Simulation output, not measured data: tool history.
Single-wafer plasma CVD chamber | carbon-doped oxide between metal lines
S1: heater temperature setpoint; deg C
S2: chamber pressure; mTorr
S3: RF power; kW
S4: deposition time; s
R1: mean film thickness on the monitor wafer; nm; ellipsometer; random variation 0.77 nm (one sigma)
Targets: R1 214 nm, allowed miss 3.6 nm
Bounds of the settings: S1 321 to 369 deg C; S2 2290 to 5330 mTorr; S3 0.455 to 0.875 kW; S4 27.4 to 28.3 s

run  hour   S1    S2     S3    S4      R1
  1     0  345  3810  0.665  27.4  185.08
  2   6.4  342  4050   0.69  27.4  190.68
  3  13.8  340  4140   0.72  27.4   198.1
  4    15  340  3490   0.72  27.4  194.02
  5  15.5  340  3490   0.72  28.3  200.39
  6  20.9  340  3490   0.72  28.3  200.03
  7    27  338  3670   0.73  28.3   205.8
  8  33.9  336  3740   0.73  28.3   206.3
  9  41.3  334  3840  0.735  28.3  208.55

4 next moves are on the table. One of them brings every result within its allowed miss. Which?
  A  48.7  321  4240   0.66  27.4   ?
  B  48.7  321  3740   0.78  27.7   ?
  C  48.7  334  3940  0.705  28.3   ?
  D  48.7  330  4360  0.775  27.4   ?

move      R1
   A  204.57
   B  223.94
   C  205.72
   D  215.98
A: further off than the last run
B: takes the result that was furthest off past its target
C: further off than the last run
D: meets every target
Answer: D
